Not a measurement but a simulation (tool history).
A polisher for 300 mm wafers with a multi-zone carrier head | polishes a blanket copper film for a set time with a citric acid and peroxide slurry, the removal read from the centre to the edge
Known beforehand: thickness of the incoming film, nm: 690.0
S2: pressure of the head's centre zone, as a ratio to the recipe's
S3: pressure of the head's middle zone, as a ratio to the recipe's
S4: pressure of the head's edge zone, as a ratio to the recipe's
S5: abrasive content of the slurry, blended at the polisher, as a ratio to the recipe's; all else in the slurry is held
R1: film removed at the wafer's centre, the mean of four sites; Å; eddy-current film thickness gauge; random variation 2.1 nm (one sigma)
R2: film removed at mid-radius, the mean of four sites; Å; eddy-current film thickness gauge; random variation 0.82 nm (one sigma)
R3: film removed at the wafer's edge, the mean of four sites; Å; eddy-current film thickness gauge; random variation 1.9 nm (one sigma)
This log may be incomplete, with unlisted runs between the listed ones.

{"run": 1, "hour": 0.0, "flow of slurry (ml/min)": 295, "S2": 1.0, "S3": 1.0, "S4": 1.0, "S5": 1.0, "polishing time (s)": 67, "R1": 2048.8, "R2": 2095.6, "R3": 2140.0}
{"run": 2, "hour": 6.4, "flow of slurry (ml/min)": 295, "S2": 1.05, "S3": 1.0, "S4": 1.0, "S5": 1.0, "polishing time (s)": 67, "R1": 2173.2, "R2": 2070.0, "R3": 2097.1}
{"run": 3, "hour": 9.0, "flow of slurry (ml/min)": 285, "S2": 1.05, "S3": 0.95, "S4": 0.98, "S5": 0.85, "polishing time (s)": 62, "R1": 1959.7, "R2": 1801.8, "R3": 1902.0}
{"run": 4, "hour": 10.3, "flow of slurry (ml/min)": 285, "S2": 1.05, "S3": 1.02, "S4": 0.98, "S5": 0.85, "polishing time (s)": 62, "R1": 1936.5, "R2": 1904.7, "R3": 1912.4}
{"run": 5, "hour": 16.7, "flow of slurry (ml/min)": 280, "S2": 1.06, "S3": 0.97, "S4": 0.96, "S5": 0.75, "polishing time (s)": 57, "R1": 1776.7, "R2": 1668.4, "R3": 1697.2}
{"run": 6, "hour": 24.7, "flow of slurry (ml/min)": 280, "S2": 1.06, "S3": 0.97, "S4": 0.96, "S5": 0.75, "polishing time (s)": 73, "R1": 2237.8, "R2": 2143.3, "R3": 2148.5}
{"run": 7, "hour": 33.0, "flow of slurry (ml/min)": 275, "S2": 1.06, "S3": 0.93, "S4": 0.95, "S5": 0.7, "polishing time (s)": 65, "R1": 2001.9, "R2": 1794.7, "R3": 1885.7}
{"run": 8, "hour": 36.2, "flow of slurry (ml/min)": 270, "S2": 1.05, "S3": 0.9, "S4": 0.93, "S5": 0.65, "polishing time (s)": 60, "R1": 1778.0, "R2": 1606.7, "R3": 1678.9}
{"run": 9, "hour": 39.2, "flow of slurry (ml/min)": 240, "S2": 1.09, "S3": 0.81, "S4": 0.98, "S5": 0.5, "polishing time (s)": 46, "R1": 1379.2, "R2": 1097.0, "R3": 1286.9}
{"run": 10, "hour": 45.4, "flow of slurry (ml/min)": 260, "S2": 1.09, "S3": 0.83, "S4": 0.99, "S5": 0.5, "polishing time (s)": 46, "R1": 1373.0, "R2": 1113.1, "R3": 1278.4}

Run 11 is up next; what results do you expect?
{"run": 11, "hour": 46.2, "flow of slurry (ml/min)": 255, "S2": 1.09, "S3": 0.84, "S4": 0.99, "S5": 0.55, "polishing time (s)": 46, "R1": "?", "R2": "?", "R3": "?"}

{"run 11": {"R1": 1364.3, "R2": 1133.9, "R3": 1314.9}}
